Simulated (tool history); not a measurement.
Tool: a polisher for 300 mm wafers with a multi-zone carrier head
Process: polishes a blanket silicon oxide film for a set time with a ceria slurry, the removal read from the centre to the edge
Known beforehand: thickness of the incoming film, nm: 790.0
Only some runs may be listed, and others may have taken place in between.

| run | hour | flow of slurry (ml/min) | pressure of the head's centre zone | pressure of the head's middle zone | pressure of the head's edge zone | polishing time (s) | film removed at the wafer's centre (nm) | film removed at mid-radius (nm) | film removed at the wafer's edge (nm) |
|---|---|---|---|---|---|---|---|---|---|
| 1 | 0 | 185 | 1 | 1 | 1 | 59 | 238.04 | 244.5 | 245.28 |
| 2 | 0.6 | 185 | 0.93 | 1 | 1 | 59 | 226.42 | 241.91 | 251.96 |
| 3 | 8.8 | 185 | 0.93 | 1 | 1 | 44 | 167.42 | 179.84 | 183.78 |
| 4 | 9.4 | 190 | 0.96 | 0.99 | 1.01 | 47 | 184.42 | 192.31 | 198.93 |
| 5 | 10.6 | 155 | 0.96 | 0.99 | 1.01 | 47 | 178.73 | 180.57 | 196.86 |
| 6 | 14.5 | 155 | 0.88 | 0.99 | 1.01 | 47 | 164.21 | 187.92 | 196.4 |

Run 7 comes next. What will it give?
| 7 | 21.9 | 205 | 0.98 | 1.09 | 1.09 | 64 | ? | ? | ? |

Run 7 measured film removed at the wafer's centre (nm) 257.92, film removed at mid-radius (nm) 285.53, film removed at the wafer's edge (nm) 277.55.

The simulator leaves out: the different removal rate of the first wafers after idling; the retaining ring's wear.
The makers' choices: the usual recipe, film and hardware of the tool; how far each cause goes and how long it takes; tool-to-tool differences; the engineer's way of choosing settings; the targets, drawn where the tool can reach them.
